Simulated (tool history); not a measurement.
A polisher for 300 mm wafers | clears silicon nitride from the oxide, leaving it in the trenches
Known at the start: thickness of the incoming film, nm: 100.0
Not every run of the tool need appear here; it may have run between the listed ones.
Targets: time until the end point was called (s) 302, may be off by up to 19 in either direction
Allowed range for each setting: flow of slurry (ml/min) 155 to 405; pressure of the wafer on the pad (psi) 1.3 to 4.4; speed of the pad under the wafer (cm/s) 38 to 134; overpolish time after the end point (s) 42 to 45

run    day  flow of slurry (ml/min)  pressure of the wafer on the pad (psi)  speed of the pad under the wafer (cm/s)  overpolish time after the end point (s)  time until the end point was called (s)
  1      0                      260                                     2.8                                       86                                       42                                   161.41
  2  0.208                      260                                     2.8                                       72                                       42                                   193.81
  3   0.25                      260                                     2.3                                       72                                       42                                   219.83
  4   0.35                      260                                     2.9                                       72                                       42                                   183.67
  5  0.583                      260                                     2.7                                       72                                       42                                   191.93
  6  0.683                      260                                     2.6                                       72                                       42                                   198.29
  7  0.946                      260                                     2.6                                       72                                       42                                   202.32
  8  1.288                      260                                     2.5                                       72                                       42                                   203.51

Which one of the following 5 next-run settings gets every result inside its allowed miss? There is exactly one.
  A  1.629                      250                                       2                                       48                                       42                                        ?
  B  1.629                      230                                     1.8                                       50                                       45                                        ?
  C  1.629                      280                                       2                                       46                                       45                                        ?
  D  1.629                      260                                     1.9                                       58                                       42                                        ?
  E  1.629                      210                                     2.1                                       44                                       42                                        ?

move  time until the end point was called (s)
   A                                   340.76
   B                                   360.16
   C                                    347.4
   D                                    304.2
   E                                   359.03
A: takes the result that was furthest off past its target
B: takes the result that was furthest off past its target
C: takes the result that was furthest off past its target
D: each result inside its tolerance
E: takes the result that was furthest off past its target
Answer: D
